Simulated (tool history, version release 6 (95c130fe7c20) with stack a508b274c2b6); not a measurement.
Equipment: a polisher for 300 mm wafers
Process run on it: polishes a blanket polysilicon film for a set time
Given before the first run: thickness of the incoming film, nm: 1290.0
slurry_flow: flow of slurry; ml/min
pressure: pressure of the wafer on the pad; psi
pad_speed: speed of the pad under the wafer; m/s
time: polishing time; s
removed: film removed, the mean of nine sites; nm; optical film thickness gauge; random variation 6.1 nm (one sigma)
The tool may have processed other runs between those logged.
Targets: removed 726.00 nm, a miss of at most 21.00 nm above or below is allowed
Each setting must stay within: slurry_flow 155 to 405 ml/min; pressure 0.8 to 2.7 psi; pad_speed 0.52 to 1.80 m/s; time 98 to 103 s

| run | hour | slurry_flow | pressure | pad_speed | time | removed |
|---|---|---|---|---|---|---|
| 1 | 0.0 | 260 | 1.7 | 1.16 | 98 | 461.10 |
| 2 | 7.9 | 260 | 1.7 | 1.16 | 103 | 479.75 |
| 3 | 13.1 | 260 | 1.8 | 1.16 | 103 | 505.51 |
| 4 | 21.8 | 260 | 1.9 | 1.16 | 103 | 537.24 |
| 5 | 29.4 | 300 | 1.9 | 1.16 | 103 | 547.31 |
| 6 | 34.1 | 300 | 2.0 | 1.16 | 103 | 570.82 |
| 7 | 40.9 | 300 | 2.1 | 1.16 | 103 | 591.69 |
| 8 | 42.6 | 310 | 2.6 | 1.18 | 103 | 741.82 |
| 9 | 47.6 | 305 | 2.6 | 1.18 | 103 | 754.57 |

Next run, 5 choices. One meets every target within its allowed miss, the rest don't. Which?
| A | 52.6 | 300 | 2.6 | 1.28 | 100 | ? |
| B | 52.6 | 285 | 2.7 | 1.16 | 99 | ? |
| C | 52.6 | 340 | 2.4 | 1.14 | 103 | ? |
| D | 52.6 | 340 | 2.7 | 1.22 | 100 | ? |
| E | 52.6 | 340 | 2.7 | 1.18 | 103 | ? |

| move | removed |
|---|---|
| A | 796.29 |
| B | 740.26 |
| C | 684.33 |
| D | 796.40 |
| E | 794.17 |
A: the biggest miss grows against the last run
B: hits every target within its allowed miss
C: pushes the last run's worst result past its target
D: the biggest miss grows against the last run
E: the biggest miss grows against the last run
The move that meets every target is B.

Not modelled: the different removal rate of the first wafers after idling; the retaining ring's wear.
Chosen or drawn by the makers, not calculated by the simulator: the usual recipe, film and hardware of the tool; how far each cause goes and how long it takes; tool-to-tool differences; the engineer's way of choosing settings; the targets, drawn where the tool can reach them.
